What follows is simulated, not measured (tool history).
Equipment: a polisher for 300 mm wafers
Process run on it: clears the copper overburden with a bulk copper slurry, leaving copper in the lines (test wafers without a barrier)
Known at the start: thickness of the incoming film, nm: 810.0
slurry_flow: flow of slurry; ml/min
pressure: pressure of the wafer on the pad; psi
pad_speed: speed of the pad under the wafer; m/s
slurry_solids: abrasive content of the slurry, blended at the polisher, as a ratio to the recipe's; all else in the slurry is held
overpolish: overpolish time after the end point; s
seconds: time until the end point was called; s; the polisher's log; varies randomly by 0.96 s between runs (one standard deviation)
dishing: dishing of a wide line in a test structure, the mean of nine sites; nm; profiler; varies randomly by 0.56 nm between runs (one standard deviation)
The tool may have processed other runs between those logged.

run    day  slurry_flow  pressure  pad_speed  slurry_solids  overpolish  seconds  dishing
  1      0          320       2.8       1.02              1          15   65.391   45.345
  2  0.317          345       2.3        1.2           1.15          12   64.485    43.98
  3  0.421          300       2.2       1.32           0.95          10   66.828   40.929
  4   0.55          265       2.3        1.4            0.8           8   63.386   39.333
  5  0.612          265       2.3        1.6            0.8           8   56.004   40.362
  6  0.946          265       2.3        1.6            0.8          14   56.244   46.549

The next listed run, before its measurement:
  7  1.288          240       2.4        1.6            0.7          11        ?        ?

Run 7 measured seconds 56.652 s, dishing 44.243 nm.
